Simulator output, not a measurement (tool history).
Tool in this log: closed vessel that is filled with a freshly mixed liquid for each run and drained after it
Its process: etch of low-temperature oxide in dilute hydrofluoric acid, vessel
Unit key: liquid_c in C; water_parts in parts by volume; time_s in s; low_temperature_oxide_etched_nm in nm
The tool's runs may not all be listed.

run,hour,liquid_c,water_parts,time_s,low_temperature_oxide_etched_nm
1,0,22,140,30,2.6628
2,6.8,19,140,30,2.3494
3,12.9,21,130,30,2.7713
4,13.9,21,110,30,3.3469
5,15.3,19.5,110,30,3.1639
6,21.8,21.5,110,30,3.408
7,30.5,23,105,30,3.7999
8,33.3,24,100,30,4.2176
9,39.5,25,95,30,4.6
10,45.8,25,95,30,4.6353
11,53.5,26,95,30,4.8078
12,57.7,30,80,30,6.7844
13,61.2,29.5,80,30,6.6603

Run 14 has not been measured yet. What should we expect?
14,62.4,29,80,30,?

For run 14 the tool returned low_temperature_oxide_etched_nm 6.5628 nm.

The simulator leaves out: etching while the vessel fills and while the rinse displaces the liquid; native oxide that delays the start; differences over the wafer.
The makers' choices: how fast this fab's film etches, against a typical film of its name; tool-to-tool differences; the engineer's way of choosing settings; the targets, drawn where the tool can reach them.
